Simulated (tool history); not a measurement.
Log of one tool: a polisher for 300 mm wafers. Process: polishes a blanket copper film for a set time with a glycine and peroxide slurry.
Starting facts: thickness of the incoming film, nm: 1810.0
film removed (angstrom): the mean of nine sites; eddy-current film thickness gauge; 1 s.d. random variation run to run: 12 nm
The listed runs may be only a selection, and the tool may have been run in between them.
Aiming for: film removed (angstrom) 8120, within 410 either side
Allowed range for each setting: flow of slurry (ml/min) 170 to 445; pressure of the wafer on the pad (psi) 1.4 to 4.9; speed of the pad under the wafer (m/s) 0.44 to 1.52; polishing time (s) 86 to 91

run	hour	flow of slurry (ml/min)	pressure of the wafer on the pad (psi)	speed of the pad under the wafer (m/s)	polishing time (s)	film removed (angstrom)
1	0	285	3.1	0.98	86	4837
2	0.5	285	3.1	0.98	86	4927.6
3	6.6	285	2.8	0.98	86	4439.4
4	7.4	285	3.1	0.98	86	4799
5	12.4	330	3.1	0.98	86	4977.6
6	20.1	330	2.8	0.98	86	4595.4
7	22.2	330	3.1	1	86	5033.4
8	25.4	330	3.3	1	86	5440.7
9	32.5	330	4.2	1.04	86	6663.3
10	40.6	330	4.3	1.04	86	6983.1
11	41.1	330	4.4	1.04	86	7177.1
12	44.3	330	4.5	1.04	86	7153.4

Exactly one of the 5 candidate moves below puts every result within its allowed miss. Which one?
A	47.5	350	4.5	0.94	88	?
B	47.5	300	4.2	0.96	86	?
C	47.5	305	4.2	1.16	86	?
D	47.5	315	4.7	1.1	88	?
E	47.5	280	4.4	0.92	86	?

move	film removed (angstrom)
A	6789.5
B	6276.6
C	7428.4
D	8039.7
E	6255.2
A: misses by more than the last run did
B: misses by more than the last run did
C: nearer the targets than the last run, but a result is still out of spec
D: every result within its allowed miss
E: misses by more than the last run did
D is the move that brings every result within its allowed miss.
